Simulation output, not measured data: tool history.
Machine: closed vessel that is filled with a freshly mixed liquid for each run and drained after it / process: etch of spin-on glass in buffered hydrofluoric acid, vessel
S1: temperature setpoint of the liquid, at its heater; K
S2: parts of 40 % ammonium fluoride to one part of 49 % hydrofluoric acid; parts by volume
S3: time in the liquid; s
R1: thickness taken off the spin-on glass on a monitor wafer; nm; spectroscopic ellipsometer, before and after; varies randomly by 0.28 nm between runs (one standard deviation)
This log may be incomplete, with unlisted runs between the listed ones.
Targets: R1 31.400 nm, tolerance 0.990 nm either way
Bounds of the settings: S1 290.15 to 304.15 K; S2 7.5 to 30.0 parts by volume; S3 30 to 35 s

{"run": 1, "day": 0.0, "S1": 296.15, "S2": 22.0, "S3": 35, "R1": 48.88}
{"run": 2, "day": 0.362, "S1": 296.15, "S2": 22.0, "S3": 30, "R1": 42.179}
{"run": 3, "day": 0.4, "S1": 296.15, "S2": 22.0, "S3": 35, "R1": 48.322}
{"run": 4, "day": 0.662, "S1": 294.65, "S2": 23.0, "S3": 35, "R1": 43.383}
{"run": 5, "day": 0.721, "S1": 294.65, "S2": 23.0, "S3": 30, "R1": 36.725}
{"run": 6, "day": 0.804, "S1": 293.15, "S2": 23.0, "S3": 30, "R1": 34.377}
{"run": 7, "day": 1.067, "S1": 292.65, "S2": 23.0, "S3": 30, "R1": 32.987}
{"run": 8, "day": 1.429, "S1": 292.65, "S2": 23.0, "S3": 30, "R1": 33.507}
{"run": 9, "day": 1.783, "S1": 292.15, "S2": 23.0, "S3": 30, "R1": 32.795}

4 candidate next runs follow, results not yet known. Just one meets every target within its allowed miss. Identify it.
{"run": "A", "day": 2.138, "S1": 290.15, "S2": 23.5, "S3": 35, "R1": "?"}
{"run": "B", "day": 2.138, "S1": 291.15, "S2": 20.5, "S3": 30, "R1": "?"}
{"run": "C", "day": 2.138, "S1": 293.15, "S2": 26.0, "S3": 30, "R1": "?"}
{"run": "D", "day": 2.138, "S1": 292.65, "S2": 28.0, "S3": 35, "R1": "?"}

move=A R1=33.924
move=B R1=33.835
move=C R1=32.150
move=D R1=34.644
A: its largest miss is bigger than the last run's
B: its largest miss is bigger than the last run's
C: in spec on every target
D: its largest miss is bigger than the last run's
Answer: C

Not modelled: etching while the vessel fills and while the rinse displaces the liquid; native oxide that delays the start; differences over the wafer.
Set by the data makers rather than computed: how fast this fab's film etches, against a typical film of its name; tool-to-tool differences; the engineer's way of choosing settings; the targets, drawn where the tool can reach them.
